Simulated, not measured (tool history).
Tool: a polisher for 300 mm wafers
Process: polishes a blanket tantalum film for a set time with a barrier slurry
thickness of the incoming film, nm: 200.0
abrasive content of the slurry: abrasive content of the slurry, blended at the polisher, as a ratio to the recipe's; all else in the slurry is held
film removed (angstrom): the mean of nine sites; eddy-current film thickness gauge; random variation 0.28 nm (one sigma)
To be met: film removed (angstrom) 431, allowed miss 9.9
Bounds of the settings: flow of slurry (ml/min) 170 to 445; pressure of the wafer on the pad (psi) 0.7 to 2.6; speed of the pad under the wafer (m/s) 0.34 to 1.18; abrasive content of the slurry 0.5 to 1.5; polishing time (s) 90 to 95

run  hour  flow of slurry (ml/min)  pressure of the wafer on the pad (psi)  speed of the pad under the wafer (m/s)  abrasive content of the slurry  polishing time (s)  film removed (angstrom)
  1     0                      285                                     1.6                                    0.76                               1                  90                   1038.4
  2   5.6                      280                                     1.3                                    0.68                               1                  90                   759.11
  3  13.2                      280                                     1.1                                    0.68                               1                  90                   643.46
  4  20.4                      275                                       1                                    0.66                               1                  90                   578.03
  5  22.3                      275                                       1                                    0.48                               1                  90                   454.63
  6  28.5                      270                                       1                                    0.48                               1                  90                   454.34
  7  29.6                      270                                       1                                    0.48                               1                  90                   458.76
  8  33.4                      265                                       1                                    0.48                               1                  90                   454.65
  9  39.4                      260                                       1                                    0.48                               1                  90                   458.62
 10  47.6                      260                                     0.9                                    0.48                               1                  90                    413.5
 11  48.8                      270                                     0.9                                    0.48                               1                  90                   411.57
 12  51.7                      270                                       1                                    0.48                               1                  90                   454.38
 13  56.9                      265                                       1                                    0.48                               1                  90                   455.63
 14  61.7                      265                                     0.9                                    0.48                               1                  90                   417.46
 15  70.4                      270                                     0.9                                    0.48                               1                  90                   410.58
 16  73.3                      270                                       1                                    0.48                               1                  90                   459.98
 17  80.1                      270                                       1                                    0.48                               1                  90                   455.41
 18  81.8                      265                                       1                                    0.48                               1                  90                   459.23

4 next moves are on the table. One of them brings every result within its allowed miss. Which?
  A  83.5                      230                                     1.2                                    0.34                             0.9                  90                        ?
  B  83.5                      395                                     0.8                                     0.5                             1.1                  90                        ?
  C  83.5                      170                                     1.3                                    0.34                            0.85                  90                        ?
  D  83.5                      250                                     0.7                                     0.7                               1                  90                        ?

move  film removed (angstrom)
   A                   398.79
   B                   397.74
   C                   407.12
   D                   423.06
A: takes the result that was furthest off past its target
B: takes the result that was furthest off past its target
C: takes the result that was furthest off past its target
D: meets every target
Answer: D

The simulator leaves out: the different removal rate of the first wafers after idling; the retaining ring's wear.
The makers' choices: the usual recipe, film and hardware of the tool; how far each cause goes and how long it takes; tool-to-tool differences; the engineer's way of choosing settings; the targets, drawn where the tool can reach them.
